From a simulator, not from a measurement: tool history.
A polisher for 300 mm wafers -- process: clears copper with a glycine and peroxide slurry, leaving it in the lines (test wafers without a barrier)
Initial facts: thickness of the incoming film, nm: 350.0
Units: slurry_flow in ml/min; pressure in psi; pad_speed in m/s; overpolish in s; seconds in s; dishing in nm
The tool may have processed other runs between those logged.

run  hour  slurry_flow  pressure  pad_speed  overpolish  seconds  dishing
  1     0          185         3       0.84          19   66.667   57.489
  2   4.7          185       3.1       0.84          18   63.869   56.028
  3  12.5          185       3.1        0.7          18   73.478   51.211
  4  13.6          185       2.6        0.7          18   81.087   45.544
  5  22.6          160       2.6        0.7          18   84.529   46.018
  6  23.2          170       2.9       0.72          17   73.482   46.906
  7  26.1          170       3.1       0.72          16   74.923   46.495
  8  26.8          180       3.3       0.74          15   69.078   46.167
  9  30.6          185       3.5       0.74          15   66.268   48.472

Expected results for the next run?
 10  37.6          190       3.7       0.76          14        ?        ?

Run 10 gave seconds 61.653 s, dishing 47.724 nm.

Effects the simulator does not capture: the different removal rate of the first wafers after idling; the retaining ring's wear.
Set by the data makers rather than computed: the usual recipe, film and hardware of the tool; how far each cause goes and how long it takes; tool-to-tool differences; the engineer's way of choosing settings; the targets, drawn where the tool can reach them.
